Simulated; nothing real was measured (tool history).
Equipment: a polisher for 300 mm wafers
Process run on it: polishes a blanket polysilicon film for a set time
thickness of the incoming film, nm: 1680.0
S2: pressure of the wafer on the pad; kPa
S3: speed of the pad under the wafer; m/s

{"run": 1, "hour": 0.0, "flow of slurry (ml/min)": 180, "S2": 15.2, "S3": 1.3, "polishing time (s)": 37, "film removed (nm)": 319.93}
{"run": 2, "hour": 3.6, "flow of slurry (ml/min)": 180, "S2": 15.9, "S3": 1.3, "polishing time (s)": 37, "film removed (nm)": 329.26}
{"run": 3, "hour": 8.5, "flow of slurry (ml/min)": 180, "S2": 16.5, "S3": 1.3, "polishing time (s)": 37, "film removed (nm)": 345.52}
{"run": 4, "hour": 15.3, "flow of slurry (ml/min)": 180, "S2": 16.5, "S3": 1.3, "polishing time (s)": 32, "film removed (nm)": 295.05}
{"run": 5, "hour": 18.3, "flow of slurry (ml/min)": 155, "S2": 16.5, "S3": 1.3, "polishing time (s)": 32, "film removed (nm)": 294.25}
{"run": 6, "hour": 19.5, "flow of slurry (ml/min)": 155, "S2": 16.5, "S3": 1.3, "polishing time (s)": 32, "film removed (nm)": 292.75}
{"run": 7, "hour": 22.4, "flow of slurry (ml/min)": 165, "S2": 17.2, "S3": 1.3, "polishing time (s)": 32, "film removed (nm)": 307.53}

What will run 8 give?
{"run": 8, "hour": 23.6, "flow of slurry (ml/min)": 170, "S2": 21.4, "S3": 1.32, "polishing time (s)": 32, "film removed (nm)": "?"}

{"run 8": {"film removed (nm)": 382.99}}
